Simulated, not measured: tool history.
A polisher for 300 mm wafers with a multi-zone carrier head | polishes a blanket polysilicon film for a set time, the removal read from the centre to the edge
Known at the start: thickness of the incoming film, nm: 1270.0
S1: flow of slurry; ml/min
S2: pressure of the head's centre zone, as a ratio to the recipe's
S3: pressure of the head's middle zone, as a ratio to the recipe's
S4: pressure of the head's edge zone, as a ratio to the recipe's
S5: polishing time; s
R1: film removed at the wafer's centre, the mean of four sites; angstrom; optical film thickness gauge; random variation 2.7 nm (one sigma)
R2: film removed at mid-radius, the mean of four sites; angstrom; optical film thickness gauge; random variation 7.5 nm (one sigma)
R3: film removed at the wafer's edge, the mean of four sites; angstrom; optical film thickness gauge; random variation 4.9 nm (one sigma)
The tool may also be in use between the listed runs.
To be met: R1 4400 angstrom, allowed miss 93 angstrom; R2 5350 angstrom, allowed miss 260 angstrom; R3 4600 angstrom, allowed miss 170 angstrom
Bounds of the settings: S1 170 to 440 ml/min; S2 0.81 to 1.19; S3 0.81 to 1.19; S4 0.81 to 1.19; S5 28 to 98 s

Run 1, hour 0: S1 280 ml/min, S2 1, S3 1, S4 1, S5 63 s. Result: R1 3773 angstrom, R2 3639 angstrom, R3 3620.3 angstrom.
Run 2, hour 6.6: S1 285 ml/min, S2 0.99, S3 1.02, S4 1.01, S5 64 s. Result: R1 3770.5 angstrom, R2 3777.7 angstrom, R3 3644.7 angstrom.
Run 3, hour 10.7: S1 285 ml/min, S2 0.99, S3 0.95, S4 1.01, S5 64 s. Result: R1 3745 angstrom, R2 3524.8 angstrom, R3 3672.5 angstrom.
Run 4, hour 19.7: S1 285 ml/min, S2 0.99, S3 0.89, S4 1.01, S5 64 s. Result: R1 3794.6 angstrom, R2 3343.4 angstrom, R3 3667 angstrom.
Run 5, hour 21.8: S1 285 ml/min, S2 0.99, S3 0.89, S4 1.01, S5 50 s. Result: R1 2924.9 angstrom, R2 2595.8 angstrom, R3 2831.8 angstrom.
Run 6, hour 26.5: S1 290 ml/min, S2 0.99, S3 0.93, S4 1.02, S5 53 s. Result: R1 3143.6 angstrom, R2 2928.7 angstrom, R3 3037.5 angstrom.
At hour 33.2: edge zone pressure recalibrated.
Run 7, hour 33.2: S1 290 ml/min, S2 0.99, S3 0.96, S4 1.04, S5 55 s. Result: R1 3255.9 angstrom, R2 3156.1 angstrom, R3 3367.5 angstrom.
Run 8, hour 41.1: S1 305 ml/min, S2 0.99, S3 0.99, S4 1.04, S5 56 s. Result: R1 3324.3 angstrom, R2 3303.1 angstrom, R3 3371.2 angstrom.
Run 9, hour 42.5: S1 320 ml/min, S2 0.99, S3 1.01, S4 1.04, S5 57 s. Result: R1 3382.2 angstrom, R2 3333.9 angstrom, R3 3407.5 angstrom.
Run 10, hour 43.3: S1 300 ml/min, S2 0.99, S3 1.03, S4 1.04, S5 59 s. Result: R1 3524.4 angstrom, R2 3571.4 angstrom, R3 3478.8 angstrom.
Run 11, hour 51: S1 295 ml/min, S2 0.99, S3 1.05, S4 1.05, S5 61 s. Result: R1 3611.1 angstrom, R2 3673.6 angstrom, R3 3729.9 angstrom.
Run 12, hour 57.4: S1 305 ml/min, S2 0.98, S3 1.07, S4 1.05, S5 63 s. Result: R1 3707.5 angstrom, R2 3941.6 angstrom, R3 3749.8 angstrom.
Run 13, hour 58.5: S1 310 ml/min, S2 0.98, S3 1.08, S4 1.06, S5 64 s. Result: R1 3769.9 angstrom, R2 4016 angstrom, R3 3855.1 angstrom.
Run 14, hour 62.3: S1 310 ml/min, S2 0.98, S3 1.09, S4 1.06, S5 65 s. Result: R1 3833.2 angstrom, R2 4090 angstrom, R3 4006.6 angstrom.
Run 15, hour 69: S1 310 ml/min, S2 0.97, S3 1.1, S4 1.05, S5 66 s. Result: R1 3862 angstrom, R2 4237.2 angstrom, R3 4072.4 angstrom.

Which of these 5 next moves meets every target?
Run A, hour 75.7: S1 285 ml/min, S2 0.94, S3 1.19, S4 0.98, S5 78 s. Result: R1 ?, R2 ?, R3 ?.
Run B, hour 75.7: S1 355 ml/min, S2 0.91, S3 0.88, S4 1.19, S5 63 s. Result: R1 ?, R2 ?, R3 ?.
Run C, hour 75.7: S1 320 ml/min, S2 0.87, S3 1.15, S4 0.93, S5 80 s. Result: R1 ?, R2 ?, R3 ?.
Run D, hour 75.7: S1 330 ml/min, S2 0.98, S3 1.07, S4 1.1, S5 74 s. Result: R1 ?, R2 ?, R3 ?.
Run E, hour 75.7: S1 340 ml/min, S2 0.96, S3 1.14, S4 0.96, S5 80 s. Result: R1 ?, R2 ?, R3 ?.

move      R1      R2      R3
   A  4390.8  5313.6  4524.8
   B  3498.2  3387.7  4088.4
   C  4213.1  5349.8  4571.4
   D  4404.5  4660.4  4586.2
   E  4678.8  5334.3  4655.8
A: meets every target
B: further off than the last run
C: nearer than the last run, and not there yet
D: brings the result that was furthest off to its target, and leaves another outside
E: takes the result that was furthest off past its target
Answer: A
